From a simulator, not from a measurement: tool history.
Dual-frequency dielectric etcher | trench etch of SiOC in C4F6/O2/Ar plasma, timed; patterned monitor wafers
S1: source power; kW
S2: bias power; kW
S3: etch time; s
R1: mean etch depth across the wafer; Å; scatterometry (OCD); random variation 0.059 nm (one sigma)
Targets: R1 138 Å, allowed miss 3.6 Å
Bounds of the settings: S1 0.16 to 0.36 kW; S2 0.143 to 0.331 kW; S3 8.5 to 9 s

run 1 day=0 | S1=0.26 S2=0.237 S3=9 | R1=173.04
run 2 day=0.046 | S1=0.24 S2=0.218 S3=9 | R1=160.74
run 3 day=0.171 | S1=0.22 S2=0.218 S3=9 | R1=151.86
run 4 day=0.483 | S1=0.21 S2=0.216 S3=9 | R1=148.17
run 5 day=0.733 | S1=0.2 S2=0.214 S3=9 | R1=142.53
run 6 day=0.767 | S1=0.2 S2=0.249 S3=9 | R1=150.64
run 7 day=1.046 | S1=0.17 S2=0.221 S3=9 | R1=128.81
run 8 day=1.133 | S1=0.2 S2=0.225 S3=9 | R1=145.78

Which of these 5 next moves meets every target?
run A day=1.221 | S1=0.19 S2=0.213 S3=8.5 | R1=?
run B day=1.221 | S1=0.21 S2=0.235 S3=8.5 | R1=?
run C day=1.221 | S1=0.2 S2=0.228 S3=8.5 | R1=?
run D day=1.221 | S1=0.27 S2=0.22 S3=8.5 | R1=?
run E day=1.221 | S1=0.2 S2=0.223 S3=9 | R1=?

move=A R1=131.37
move=B R1=144.47
move=C R1=138.81
move=D R1=163.09
move=E R1=145.9
A: takes the result that was furthest off past its target
B: nearer than the last run, and not there yet
C: meets every target
D: further off than the last run
E: as far off as the last run
Move C is the one to make.

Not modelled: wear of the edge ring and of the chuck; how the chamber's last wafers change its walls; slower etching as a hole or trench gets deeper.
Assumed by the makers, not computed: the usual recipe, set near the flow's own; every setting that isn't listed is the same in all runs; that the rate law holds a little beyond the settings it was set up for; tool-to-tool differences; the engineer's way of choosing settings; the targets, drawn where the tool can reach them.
